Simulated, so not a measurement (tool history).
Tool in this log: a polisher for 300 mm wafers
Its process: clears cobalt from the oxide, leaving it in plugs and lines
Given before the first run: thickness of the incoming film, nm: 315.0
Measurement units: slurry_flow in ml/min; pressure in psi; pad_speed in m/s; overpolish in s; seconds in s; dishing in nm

| run | hour | slurry_flow | pressure | pad_speed | overpolish | seconds | dishing |
|---|---|---|---|---|---|---|---|
| 1 | 0 | 120 | 2 | 0.76 | 23 | 73.93 | 44.078 |
| 2 | 6.6 | 120 | 2 | 0.88 | 23 | 65.554 | 45.489 |
| 3 | 15.2 | 120 | 1.8 | 0.88 | 23 | 71.83 | 45.188 |
| 4 | 21.3 | 120 | 1.8 | 1.04 | 23 | 61.303 | 45.454 |
| 5 | 23 | 120 | 1.8 | 1.04 | 30 | 62.967 | 49.363 |
| 6 | 27.1 | 105 | 1.5 | 1.08 | 22 | 72.956 | 43.972 |

Run 7, settings as shown, results not yet in. Your forecast:
|  | 31.3 | slurry nozzle cleaned |
| 7 | 31.3 | 130 | 1.3 | 1.04 | 17 | ? | ? |

{"run 7": {"seconds": 78.03, "dishing": 37.259}}

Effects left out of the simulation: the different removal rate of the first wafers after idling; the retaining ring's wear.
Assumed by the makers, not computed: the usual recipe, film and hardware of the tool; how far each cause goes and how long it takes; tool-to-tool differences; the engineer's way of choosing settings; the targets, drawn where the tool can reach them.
